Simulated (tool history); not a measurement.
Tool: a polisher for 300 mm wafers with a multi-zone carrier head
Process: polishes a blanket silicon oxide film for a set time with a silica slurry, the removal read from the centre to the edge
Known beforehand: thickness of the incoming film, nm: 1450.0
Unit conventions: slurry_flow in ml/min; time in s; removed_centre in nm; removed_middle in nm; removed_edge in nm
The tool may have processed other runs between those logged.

run 1 hour=0 | slurry_flow=285 centre_zone=1 middle_zone=1 edge_zone=1 slurry_solids=1 time=63 | removed_centre=172.33 removed_middle=190.65 removed_edge=185.55
run 2 hour=7.1 | slurry_flow=275 centre_zone=1 middle_zone=0.95 edge_zone=0.98 slurry_solids=0.95 time=63 | removed_centre=165.54 removed_middle=176.17 removed_edge=176.4
run 3 hour=10.4 | slurry_flow=275 centre_zone=1 middle_zone=0.95 edge_zone=1.02 slurry_solids=0.95 time=63 | removed_centre=165.19 removed_middle=176.19 removed_edge=182.05
run 4 hour=17.4 | slurry_flow=265 centre_zone=1 middle_zone=0.91 edge_zone=1 slurry_solids=0.9 time=63 | removed_centre=161.45 removed_middle=162.23 removed_edge=169.72
run 5 hour=20.6 | slurry_flow=265 centre_zone=1 middle_zone=0.91 edge_zone=1.06 slurry_solids=0.9 time=63 | removed_centre=161.03 removed_middle=163.27 removed_edge=175.99
-- hour=24 centre zone pressure recalibrated
run 6 hour=24 | slurry_flow=200 centre_zone=1 middle_zone=0.91 edge_zone=1.06 slurry_solids=0.9 time=63 | removed_centre=168.64 removed_middle=158.33 removed_edge=172.13
run 7 hour=31.8 | slurry_flow=195 centre_zone=0.98 middle_zone=0.89 edge_zone=1.04 slurry_solids=0.9 time=63 | removed_centre=165.33 removed_middle=156.62 removed_edge=170.51
run 8 hour=40.2 | slurry_flow=190 centre_zone=0.97 middle_zone=0.88 edge_zone=1.03 slurry_solids=0.85 time=63 | removed_centre=155.75 removed_middle=150.99 removed_edge=163.56
run 9 hour=41.3 | slurry_flow=185 centre_zone=0.97 middle_zone=0.86 edge_zone=1.02 slurry_solids=0.85 time=63 | removed_centre=156.04 removed_middle=147.19 removed_edge=165.61
run 10 hour=44.9 | slurry_flow=180 centre_zone=0.97 middle_zone=0.86 edge_zone=1.01 slurry_solids=0.85 time=63 | removed_centre=155.73 removed_middle=142.41 removed_edge=159.65

What does the tool deliver on the next run?
run 11 hour=53.6 | slurry_flow=180 centre_zone=0.96 middle_zone=0.86 edge_zone=1 slurry_solids=0.85 time=63 | removed_centre=? removed_middle=? removed_edge=?

{"run 11": {"removed_centre": 156, "removed_middle": 144.05, "removed_edge": 162.23}}
